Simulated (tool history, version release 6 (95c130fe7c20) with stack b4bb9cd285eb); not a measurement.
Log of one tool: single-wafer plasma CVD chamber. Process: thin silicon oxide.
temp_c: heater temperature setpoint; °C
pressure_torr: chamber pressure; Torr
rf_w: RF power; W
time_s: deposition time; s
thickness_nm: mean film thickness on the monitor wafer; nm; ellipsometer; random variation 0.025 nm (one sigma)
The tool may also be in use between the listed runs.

| run | hour | temp_c | pressure_torr | rf_w | time_s | thickness_nm |
|---|---|---|---|---|---|---|
| 1 | 0.0 | 410 | 0.994 | 330 | 3.05 | 7.1264 |
| 2 | 2.2 | 417 | 0.994 | 330 | 3.05 | 7.1046 |
| 3 | 10.5 | 417 | 1.071 | 330 | 3.05 | 7.3136 |
| 4 | 16.7 | 417 | 1.071 | 330 | 3.05 | 7.4155 |
| 5 | 18.7 | 409 | 1.071 | 330 | 3.05 | 7.4107 |
| 6 | 25.5 | 409 | 0.981 | 320 | 3.03 | 6.8384 |
| 7 | 33.5 | 409 | 0.913 | 315 | 3.03 | 6.4265 |
| 8 | 35.4 | 409 | 0.868 | 315 | 3.03 | 6.1802 |
| 9 | 40.0 | 409 | 0.836 | 315 | 3.03 | 6.0254 |
| 10 | 47.7 | 409 | 0.811 | 315 | 3.03 | 5.8797 |
| 11 | 56.7 | 409 | 0.793 | 315 | 3.03 | 5.8037 |
| 12 | 61.4 | 409 | 0.778 | 315 | 3.03 | 5.7167 |

The next listed run, before its measurement:
| 13 | 68.7 | 409 | 0.767 | 315 | 3.03 | ? |

thickness_nm: 5.6331 nm

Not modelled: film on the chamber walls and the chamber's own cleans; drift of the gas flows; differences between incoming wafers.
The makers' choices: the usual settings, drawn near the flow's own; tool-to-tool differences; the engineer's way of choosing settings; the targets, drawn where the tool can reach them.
